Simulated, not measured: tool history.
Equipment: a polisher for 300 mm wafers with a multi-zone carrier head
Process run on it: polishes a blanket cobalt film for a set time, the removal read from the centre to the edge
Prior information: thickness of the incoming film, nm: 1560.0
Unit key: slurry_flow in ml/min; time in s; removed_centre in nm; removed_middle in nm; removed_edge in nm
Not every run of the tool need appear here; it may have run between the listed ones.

run	hour	slurry_flow	centre_zone	middle_zone	edge_zone	time	removed_centre	removed_middle	removed_edge
1	0	310	1	1	1	80	350.98	359.25	367.2
2	2	310	1	0.94	1	80	344.56	329.38	369.89
3	4.1	310	1	0.94	1	91	398.19	377.25	409.34
4	5	310	1.07	0.94	1	91	423	374.98	416.03
5	7.7	310	1.07	0.94	0.97	91	415.49	382.28	418.63
6	15.5	305	1.04	0.92	0.95	84	381.68	347.35	371.56
7	18.1	305	1.04	0.92	0.95	84	382.47	344.6	369.77
8	26.2	300	0.99	0.91	0.97	79	338.52	329.42	352.56
9	33.4	255	0.91	0.81	1.04	57	226.67	207.46	257.78
10	36.9	275	0.91	0.84	1.06	57	229.36	211.39	263.26
11	40	290	0.91	0.87	1.07	58	233.99	226.58	276.27

Run 12, settings as shown, results not yet in. Your forecast:
12	45.3	305	0.92	0.88	1.07	58	?	?	?

Run 12 produced removed_centre 237.3 nm, removed_middle 228.91 nm, removed_edge 270.82 nm.

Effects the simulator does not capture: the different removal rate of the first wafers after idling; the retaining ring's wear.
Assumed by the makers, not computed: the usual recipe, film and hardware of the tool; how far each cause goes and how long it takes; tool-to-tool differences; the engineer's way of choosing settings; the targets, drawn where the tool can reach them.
